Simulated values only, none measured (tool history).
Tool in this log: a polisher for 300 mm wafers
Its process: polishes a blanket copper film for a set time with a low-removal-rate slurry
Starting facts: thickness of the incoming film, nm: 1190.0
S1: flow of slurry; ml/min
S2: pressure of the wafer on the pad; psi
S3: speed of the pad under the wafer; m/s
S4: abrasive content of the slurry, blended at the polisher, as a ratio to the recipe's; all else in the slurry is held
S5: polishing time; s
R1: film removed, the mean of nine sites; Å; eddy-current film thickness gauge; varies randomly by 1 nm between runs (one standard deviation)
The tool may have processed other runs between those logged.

run 1 hour=0.0 | S1=125 S2=2.3 S3=1.08 S4=1.0 S5=70 | R1=1579.00
run 2 hour=8.2 | S1=120 S2=1.9 S3=1.04 S4=1.0 S5=70 | R1=1313.00
run 3 hour=9.1 | S1=120 S2=1.6 S3=0.98 S4=1.0 S5=70 | R1=1079.10
run 4 hour=14.3 | S1=145 S2=1.6 S3=0.98 S4=1.0 S5=70 | R1=1109.20
run 5 hour=19.4 | S1=145 S2=1.6 S3=1.16 S4=1.0 S5=70 | R1=1283.00
run 6 hour=22.3 | S1=145 S2=1.6 S3=1.30 S4=1.0 S5=70 | R1=1381.50
run 7 hour=25.7 | S1=145 S2=1.4 S3=1.18 S4=1.0 S5=70 | R1=1146.80
run 8 hour=27.2 | S1=145 S2=1.3 S3=1.12 S4=1.0 S5=70 | R1=1007.20

Estimate the outcome of run 9 from the log above:
run 9 hour=34.2 | S1=145 S2=1.2 S3=1.10 S4=1.0 S5=70 | R1=?

{"run 9": {"R1": 951.95}}
